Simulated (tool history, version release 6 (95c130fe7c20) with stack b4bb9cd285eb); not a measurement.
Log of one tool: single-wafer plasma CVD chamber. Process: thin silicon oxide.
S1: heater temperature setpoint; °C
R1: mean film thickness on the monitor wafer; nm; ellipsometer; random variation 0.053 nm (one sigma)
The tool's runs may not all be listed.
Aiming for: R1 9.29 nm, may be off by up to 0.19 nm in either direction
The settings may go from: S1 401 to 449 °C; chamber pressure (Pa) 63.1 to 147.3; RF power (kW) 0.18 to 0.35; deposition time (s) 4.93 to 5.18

Run 1, hour 0: S1 425 °C, chamber pressure (Pa) 105.2, RF power (kW) 0.265, deposition time (s) 5.18. Result: R1 8.1575 nm.
Run 2, hour 5.6: S1 425 °C, chamber pressure (Pa) 107.2, RF power (kW) 0.265, deposition time (s) 5.18. Result: R1 8.2131 nm.
Run 3, hour 7: S1 425 °C, chamber pressure (Pa) 109.2, RF power (kW) 0.265, deposition time (s) 5.18. Result: R1 8.3862 nm.
Run 4, hour 14.8: S1 425 °C, chamber pressure (Pa) 110.8, RF power (kW) 0.265, deposition time (s) 5.18. Result: R1 8.4748 nm.
Run 5, hour 18.6: S1 425 °C, chamber pressure (Pa) 110.8, RF power (kW) 0.235, deposition time (s) 5.18. Result: R1 8.0772 nm.
Run 6, hour 25.2: S1 433 °C, chamber pressure (Pa) 110.8, RF power (kW) 0.235, deposition time (s) 5.18. Result: R1 7.9883 nm.
Run 7, hour 25.7: S1 433 °C, chamber pressure (Pa) 113.2, RF power (kW) 0.235, deposition time (s) 5.18. Result: R1 8.1998 nm.
Run 8, hour 32.3: S1 433 °C, chamber pressure (Pa) 115.2, RF power (kW) 0.235, deposition time (s) 5.18. Result: R1 8.2586 nm.
Run 9, hour 40.1: S1 433 °C, chamber pressure (Pa) 117.2, RF power (kW) 0.235, deposition time (s) 5.18. Result: R1 8.3933 nm.
Run 10, hour 43.2: S1 433 °C, chamber pressure (Pa) 118.9, RF power (kW) 0.235, deposition time (s) 5.18. Result: R1 8.518 nm.
Run 11, hour 45: S1 433 °C, chamber pressure (Pa) 120.4, RF power (kW) 0.235, deposition time (s) 5.18. Result: R1 8.5909 nm.

Pick the move, out of 5, that brings all results within their allowed miss; only one does.
Run A, hour 46.8: S1 430 °C, chamber pressure (Pa) 124.3, RF power (kW) 0.23, deposition time (s) 5.18. Result: R1 ?.
Run B, hour 46.8: S1 428 °C, chamber pressure (Pa) 130.9, RF power (kW) 0.235, deposition time (s) 5.18. Result: R1 ?.
Run C, hour 46.8: S1 438 °C, chamber pressure (Pa) 120.9, RF power (kW) 0.265, deposition time (s) 5.13. Result: R1 ?.
Run D, hour 46.8: S1 442 °C, chamber pressure (Pa) 120.1, RF power (kW) 0.215, deposition time (s) 4.93. Result: R1 ?.
Run E, hour 46.8: S1 440 °C, chamber pressure (Pa) 124.4, RF power (kW) 0.225, deposition time (s) 5.1. Result: R1 ?.

move      R1
   A  8.8614
   B  9.3495
   C   9.043
   D  7.8914
   E  8.5881
A: nearer than the last run, and not there yet
B: every result lands within tolerance
C: nearer than the last run, and not there yet
D: the biggest miss grows against the last run
E: neither nearer nor further off than the last run
The move that meets every target is B.
